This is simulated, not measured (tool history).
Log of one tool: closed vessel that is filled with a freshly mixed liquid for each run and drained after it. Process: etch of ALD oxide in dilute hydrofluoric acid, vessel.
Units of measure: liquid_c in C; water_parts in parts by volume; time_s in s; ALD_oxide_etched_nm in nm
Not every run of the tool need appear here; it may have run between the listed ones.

run 1 hour=0 | liquid_c=25 water_parts=230 time_s=70 | ALD_oxide_etched_nm=7.7804
run 2 hour=4.3 | liquid_c=26.5 water_parts=230 time_s=70 | ALD_oxide_etched_nm=8.2625
run 3 hour=11.1 | liquid_c=25 water_parts=245 time_s=70 | ALD_oxide_etched_nm=7.2351
run 4 hour=12.1 | liquid_c=23.5 water_parts=255 time_s=70 | ALD_oxide_etched_nm=6.4059
run 5 hour=20 | liquid_c=23.5 water_parts=305 time_s=70 | ALD_oxide_etched_nm=5.1843
run 6 hour=26.9 | liquid_c=22.5 water_parts=305 time_s=70 | ALD_oxide_etched_nm=4.9964
run 7 hour=34.3 | liquid_c=21.5 water_parts=310 time_s=70 | ALD_oxide_etched_nm=4.6829
run 8 hour=40.3 | liquid_c=21 water_parts=310 time_s=70 | ALD_oxide_etched_nm=4.5874
run 9 hour=45.1 | liquid_c=20.5 water_parts=310 time_s=70 | ALD_oxide_etched_nm=4.4787

For run 10, what comes out?
run 10 hour=49.4 | liquid_c=20 water_parts=310 time_s=70 | ALD_oxide_etched_nm=?

ALD_oxide_etched_nm: 4.4554 nm
